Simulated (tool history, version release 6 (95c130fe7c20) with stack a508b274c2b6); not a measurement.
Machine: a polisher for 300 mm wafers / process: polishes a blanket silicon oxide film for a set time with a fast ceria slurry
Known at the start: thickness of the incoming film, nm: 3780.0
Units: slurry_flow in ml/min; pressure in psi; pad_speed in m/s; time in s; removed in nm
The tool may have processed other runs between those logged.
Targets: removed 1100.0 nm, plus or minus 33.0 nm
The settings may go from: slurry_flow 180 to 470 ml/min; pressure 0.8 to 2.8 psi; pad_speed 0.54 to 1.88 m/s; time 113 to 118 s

run  hour  slurry_flow  pressure  pad_speed  time  removed
  1   0.0          300       1.8       1.20   113   1223.4
  2   3.8          300       1.8       1.32   113   1309.7
  3   6.0          300       1.7       1.32   113   1248.4
  4  14.2          300       1.6       1.32   113   1207.0
  5  16.9          300       1.9       1.32   113   1388.4
  6  23.0          300       1.9       1.32   113   1389.3
  7  28.6          300       1.8       1.32   113   1322.2
  8  34.6          300       1.7       1.32   113   1259.6

Which single option among these 4 for the next run brings every result within its allowed miss of target? Just one does.
  A  40.6          310       1.6       1.32   113        ?
  B  40.6          310       1.6       1.20   113        ?
  C  40.6          180       1.4       1.62   114        ?
  D  40.6          305       2.1       1.38   113        ?

move  removed
   A   1205.4
   B   1115.2
   C   1215.8
   D   1567.6
A: nearer the targets than the last run, but a result is still out of spec
B: hits every target within its allowed miss
C: nearer the targets than the last run, but a result is still out of spec
D: misses by more than the last run did
Answer: B

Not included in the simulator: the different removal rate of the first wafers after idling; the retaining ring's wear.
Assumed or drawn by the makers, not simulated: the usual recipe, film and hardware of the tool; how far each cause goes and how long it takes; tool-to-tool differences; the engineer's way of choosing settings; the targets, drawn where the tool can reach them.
